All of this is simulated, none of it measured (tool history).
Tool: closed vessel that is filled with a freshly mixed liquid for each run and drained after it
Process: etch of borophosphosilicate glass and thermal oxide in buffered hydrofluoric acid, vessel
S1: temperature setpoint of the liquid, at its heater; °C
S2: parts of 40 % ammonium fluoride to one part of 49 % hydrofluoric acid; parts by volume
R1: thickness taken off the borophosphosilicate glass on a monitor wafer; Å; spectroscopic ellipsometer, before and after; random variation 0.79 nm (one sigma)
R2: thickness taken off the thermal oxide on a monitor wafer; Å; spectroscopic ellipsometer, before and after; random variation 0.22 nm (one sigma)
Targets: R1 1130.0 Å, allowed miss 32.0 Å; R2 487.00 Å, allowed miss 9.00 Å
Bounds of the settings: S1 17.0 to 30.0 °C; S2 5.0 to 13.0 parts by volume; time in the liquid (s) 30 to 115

{"run": 1, "day": 0.0, "S1": 22.0, "S2": 8.0, "time in the liquid (s)": 60, "R1": 1650.4, "R2": 722.63}
{"run": 2, "day": 0.346, "S1": 22.0, "S2": 9.5, "time in the liquid (s)": 60, "R1": 1409.1, "R2": 615.96}
{"run": 3, "day": 0.7, "S1": 21.5, "S2": 9.5, "time in the liquid (s)": 60, "R1": 1379.9, "R2": 598.52}
{"run": 4, "day": 0.971, "S1": 21.5, "S2": 9.5, "time in the liquid (s)": 50, "R1": 1157.9, "R2": 499.05}
{"run": 5, "day": 1.246, "S1": 21.5, "S2": 9.5, "time in the liquid (s)": 65, "R1": 1511.4, "R2": 649.92}
{"run": 6, "day": 1.271, "S1": 20.0, "S2": 9.5, "time in the liquid (s)": 65, "R1": 1354.0, "R2": 593.28}
{"run": 7, "day": 1.383, "S1": 19.5, "S2": 9.5, "time in the liquid (s)": 65, "R1": 1328.9, "R2": 581.03}
{"run": 8, "day": 1.488, "S1": 19.0, "S2": 9.5, "time in the liquid (s)": 65, "R1": 1292.4, "R2": 567.67}
{"run": 9, "day": 1.596, "S1": 19.0, "S2": 9.5, "time in the liquid (s)": 65, "R1": 1300.6, "R2": 561.08}
{"run": 10, "day": 1.717, "S1": 18.0, "S2": 9.5, "time in the liquid (s)": 65, "R1": 1230.0, "R2": 528.56}
{"run": 11, "day": 2.058, "S1": 17.5, "S2": 9.5, "time in the liquid (s)": 65, "R1": 1180.1, "R2": 516.45}
{"run": 12, "day": 2.396, "S1": 17.5, "S2": 9.5, "time in the liquid (s)": 65, "R1": 1195.0, "R2": 517.67}
{"run": 13, "day": 2.638, "S1": 17.0, "S2": 9.5, "time in the liquid (s)": 65, "R1": 1156.6, "R2": 501.42}

Which of these 4 next moves meets every target?
{"run": "A", "day": 2.879, "S1": 19.5, "S2": 8.5, "time in the liquid (s)": 50, "R1": "?", "R2": "?"}
{"run": "B", "day": 2.879, "S1": 18.5, "S2": 9.0, "time in the liquid (s)": 60, "R1": "?", "R2": "?"}
{"run": "C", "day": 2.879, "S1": 22.5, "S2": 6.5, "time in the liquid (s)": 35, "R1": "?", "R2": "?"}
{"run": "D", "day": 2.879, "S1": 22.0, "S2": 9.5, "time in the liquid (s)": 50, "R1": "?", "R2": "?"}

move=A R1=1128.8 R2=488.35
move=B R1=1203.4 R2=520.56
move=C R1=1230.2 R2=531.36
move=D R1=1175.0 R2=509.88
A: meets every target
B: further off than the last run
C: further off than the last run
D: further off than the last run
Move A is the one to make.
